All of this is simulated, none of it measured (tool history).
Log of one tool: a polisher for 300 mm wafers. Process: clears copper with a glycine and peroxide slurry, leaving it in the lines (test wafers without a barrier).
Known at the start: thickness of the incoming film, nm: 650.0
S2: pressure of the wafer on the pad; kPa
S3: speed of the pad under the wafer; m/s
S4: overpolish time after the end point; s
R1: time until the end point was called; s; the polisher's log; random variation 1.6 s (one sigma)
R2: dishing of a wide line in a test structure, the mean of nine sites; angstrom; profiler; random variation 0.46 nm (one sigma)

Run 1, hour 0.0: flow of slurry (ml/min) 150, S2 20.0 kPa, S3 0.98 m/s, S4 16 s. Result: R1 103.680 s, R2 461.02 angstrom.
Run 2, hour 2.4: flow of slurry (ml/min) 150, S2 23.4 kPa, S3 0.98 m/s, S4 16 s. Result: R1 91.896 s, R2 503.72 angstrom.
Run 3, hour 5.3: flow of slurry (ml/min) 135, S2 23.4 kPa, S3 0.98 m/s, S4 16 s. Result: R1 89.626 s, R2 500.61 angstrom.
Run 4, hour 6.0: flow of slurry (ml/min) 135, S2 28.3 kPa, S3 0.98 m/s, S4 16 s. Result: R1 78.513 s, R2 550.89 angstrom.
Run 5, hour 13.9: flow of slurry (ml/min) 135, S2 28.3 kPa, S3 0.98 m/s, S4 21 s. Result: R1 76.436 s, R2 623.08 angstrom.
Run 6, hour 17.0: flow of slurry (ml/min) 130, S2 26.2 kPa, S3 1.00 m/s, S4 19 s. Result: R1 83.094 s, R2 597.09 angstrom.
Run 7, hour 22.1: flow of slurry (ml/min) 145, S2 26.9 kPa, S3 0.92 m/s, S4 17 s. Result: R1 83.984 s, R2 545.54 angstrom.
Run 8, hour 29.0: flow of slurry (ml/min) 140, S2 24.8 kPa, S3 1.00 m/s, S4 15 s. Result: R1 84.227 s, R2 480.45 angstrom.

The next listed run, before its measurement:
Run 9, hour 32.4: flow of slurry (ml/min) 100, S2 19.3 kPa, S3 1.28 m/s, S4 7 s. Result: R1 ?, R2 ?.

{"run 9": {"R1": 91.465, "R2": 282.4}}
